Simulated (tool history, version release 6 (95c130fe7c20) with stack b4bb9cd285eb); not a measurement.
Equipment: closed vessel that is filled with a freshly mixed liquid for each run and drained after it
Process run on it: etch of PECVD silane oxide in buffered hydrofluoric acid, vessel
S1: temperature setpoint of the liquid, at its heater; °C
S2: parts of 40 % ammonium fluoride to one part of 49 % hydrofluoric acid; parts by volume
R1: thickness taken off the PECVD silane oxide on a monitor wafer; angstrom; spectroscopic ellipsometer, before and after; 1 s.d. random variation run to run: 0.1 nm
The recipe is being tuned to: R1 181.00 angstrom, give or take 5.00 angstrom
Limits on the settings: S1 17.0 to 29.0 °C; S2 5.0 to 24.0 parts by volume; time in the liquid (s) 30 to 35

Run 1, hour 0.0: S1 21.0 °C, S2 14.5 parts by volume, time in the liquid (s) 35. Result: R1 329.79 angstrom.
Run 2, hour 2.8: S1 20.5 °C, S2 15.5 parts by volume, time in the liquid (s) 35. Result: R1 301.31 angstrom.
Run 3, hour 9.8: S1 20.5 °C, S2 19.0 parts by volume, time in the liquid (s) 35. Result: R1 243.86 angstrom.
Run 4, hour 15.5: S1 17.5 °C, S2 19.0 parts by volume, time in the liquid (s) 35. Result: R1 204.58 angstrom.
Run 5, hour 24.1: S1 17.5 °C, S2 19.5 parts by volume, time in the liquid (s) 35. Result: R1 203.29 angstrom.
Run 6, hour 27.4: S1 17.0 °C, S2 19.5 parts by volume, time in the liquid (s) 35. Result: R1 195.44 angstrom.
Run 7, hour 29.8: S1 17.0 °C, S2 20.0 parts by volume, time in the liquid (s) 35. Result: R1 192.36 angstrom.
Run 8, hour 35.9: S1 17.0 °C, S2 20.5 parts by volume, time in the liquid (s) 35. Result: R1 187.68 angstrom.

Consider the 5 candidate settings below. Which is the only one whose results all fall within their allowed miss of target?
Run A, hour 42.0: S1 17.0 °C, S2 19.5 parts by volume, time in the liquid (s) 35. Result: R1 ?.
Run B, hour 42.0: S1 17.0 °C, S2 21.5 parts by volume, time in the liquid (s) 35. Result: R1 ?.
Run C, hour 42.0: S1 18.5 °C, S2 22.0 parts by volume, time in the liquid (s) 35. Result: R1 ?.
Run D, hour 42.0: S1 17.0 °C, S2 17.0 parts by volume, time in the liquid (s) 30. Result: R1 ?.
Run E, hour 42.0: S1 17.5 °C, S2 20.0 parts by volume, time in the liquid (s) 35. Result: R1 ?.

move      R1
   A  194.82
   B  180.74
   C  193.78
   D  191.23
   E  195.51
A: its largest miss is bigger than the last run's
B: all results in spec
C: its largest miss is bigger than the last run's
D: its largest miss is bigger than the last run's
E: its largest miss is bigger than the last run's
The move that meets every target is B.
